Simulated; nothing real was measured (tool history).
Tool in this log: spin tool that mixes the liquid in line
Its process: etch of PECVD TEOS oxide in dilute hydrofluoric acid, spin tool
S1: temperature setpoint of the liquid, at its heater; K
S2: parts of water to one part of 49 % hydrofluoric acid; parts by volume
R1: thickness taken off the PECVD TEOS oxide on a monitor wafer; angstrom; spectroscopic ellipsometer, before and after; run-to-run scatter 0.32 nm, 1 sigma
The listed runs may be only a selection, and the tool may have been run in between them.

run 1 hour=0.0 | S1=299.15 S2=65 time_under_the_liquid_(s)=315 | R1=568.32
run 2 hour=3.2 | S1=296.15 S2=65 time_under_the_liquid_(s)=315 | R1=513.12
run 3 hour=11.0 | S1=294.65 S2=65 time_under_the_liquid_(s)=315 | R1=471.81
run 4 hour=18.8 | S1=293.65 S2=65 time_under_the_liquid_(s)=315 | R1=456.59
run 5 hour=19.8 | S1=293.65 S2=65 time_under_the_liquid_(s)=335 | R1=486.90
run 6 hour=22.1 | S1=296.15 S2=65 time_under_the_liquid_(s)=335 | R1=530.41
run 7 hour=26.8 | S1=294.65 S2=70 time_under_the_liquid_(s)=335 | R1=469.06
run 8 hour=27.8 | S1=293.65 S2=70 time_under_the_liquid_(s)=335 | R1=442.32
run 9 hour=34.6 | S1=293.15 S2=70 time_under_the_liquid_(s)=335 | R1=438.09
run 10 hour=42.5 | S1=292.65 S2=70 time_under_the_liquid_(s)=335 | R1=433.26

For run 11, what comes out?
run 11 hour=47.7 | S1=292.65 S2=70 time_under_the_liquid_(s)=335 | R1=?

Run 11 yielded R1 430.61 angstrom.

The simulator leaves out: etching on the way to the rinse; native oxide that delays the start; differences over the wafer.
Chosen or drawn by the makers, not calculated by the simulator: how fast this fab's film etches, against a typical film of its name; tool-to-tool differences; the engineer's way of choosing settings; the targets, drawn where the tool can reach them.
